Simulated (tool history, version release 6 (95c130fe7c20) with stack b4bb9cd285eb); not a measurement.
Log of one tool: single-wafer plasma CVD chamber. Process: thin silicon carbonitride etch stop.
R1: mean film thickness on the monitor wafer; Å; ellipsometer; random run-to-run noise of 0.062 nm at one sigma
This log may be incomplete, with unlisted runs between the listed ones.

Run 1, hour 0.0: RF power (kW) 0.210, deposition time (s) 18.9. Result: R1 117.93 Å.
Run 2, hour 7.6: RF power (kW) 0.200, deposition time (s) 18.6. Result: R1 113.92 Å.
Run 3, hour 9.2: RF power (kW) 0.190, deposition time (s) 18.5. Result: R1 112.38 Å.
Run 4, hour 11.8: RF power (kW) 0.210, deposition time (s) 18.5. Result: R1 115.79 Å.
Run 5, hour 15.2: RF power (kW) 0.200, deposition time (s) 18.3. Result: R1 112.04 Å.
Run 6, hour 19.1: RF power (kW) 0.195, deposition time (s) 18.2. Result: R1 110.33 Å.
Run 7, hour 23.1: RF power (kW) 0.190, deposition time (s) 18.1. Result: R1 109.44 Å.

What will run 8 give?
Run 8, hour 31.0: RF power (kW) 0.185, deposition time (s) 18.0. Result: R1 ?.

R1: 108.60 Å
